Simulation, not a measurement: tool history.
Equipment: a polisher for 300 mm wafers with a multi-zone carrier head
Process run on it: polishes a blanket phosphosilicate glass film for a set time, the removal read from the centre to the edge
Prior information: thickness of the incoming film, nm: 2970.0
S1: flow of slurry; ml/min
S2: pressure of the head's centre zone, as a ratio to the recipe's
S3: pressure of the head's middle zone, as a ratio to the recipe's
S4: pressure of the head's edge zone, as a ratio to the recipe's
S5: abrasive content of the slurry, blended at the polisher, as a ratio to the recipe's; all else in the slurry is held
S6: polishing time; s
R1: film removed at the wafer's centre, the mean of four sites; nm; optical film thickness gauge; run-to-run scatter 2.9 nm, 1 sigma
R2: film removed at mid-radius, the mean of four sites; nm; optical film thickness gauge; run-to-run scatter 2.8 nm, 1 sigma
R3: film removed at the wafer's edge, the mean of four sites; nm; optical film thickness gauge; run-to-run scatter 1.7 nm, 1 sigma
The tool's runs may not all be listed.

| run | day | S1 | S2 | S3 | S4 | S5 | S6 | R1 | R2 | R3 |
|---|---|---|---|---|---|---|---|---|---|---|
| 1 | 0 | 165 | 1 | 1 | 1 | 1 | 73 | 318.06 | 317.48 | 320.86 |
| 2 | 0.171 | 125 | 1 | 1 | 1 | 1 | 73 | 306.56 | 313.13 | 316.46 |
| 3 | 0.317 | 125 | 1 | 1 | 1.06 | 1 | 73 | 302.44 | 310.75 | 324.43 |
| 4 | 0.425 | 165 | 1 | 1 | 1.06 | 1 | 73 | 323.87 | 322.7 | 334.57 |
| 5 | 0.704 | 160 | 1.01 | 0.98 | 1 | 0.9 | 73 | 312.66 | 303.97 | 308.53 |
| 6 | 0.858 | 155 | 1 | 0.96 | 0.96 | 0.8 | 73 | 297.29 | 286.35 | 286.73 |
| 7 | 0.954 | 145 | 0.99 | 0.94 | 0.93 | 0.75 | 73 | 281.1 | 273.21 | 278.91 |

Run 8 has not been measured yet. What should we expect?
| 8 | 1.079 | 140 | 1 | 0.93 | 0.9 | 0.7 | 73 | ? | ? | ? |

R1: 273.76 nm
R2: 266.23 nm
R3: 263.19 nm
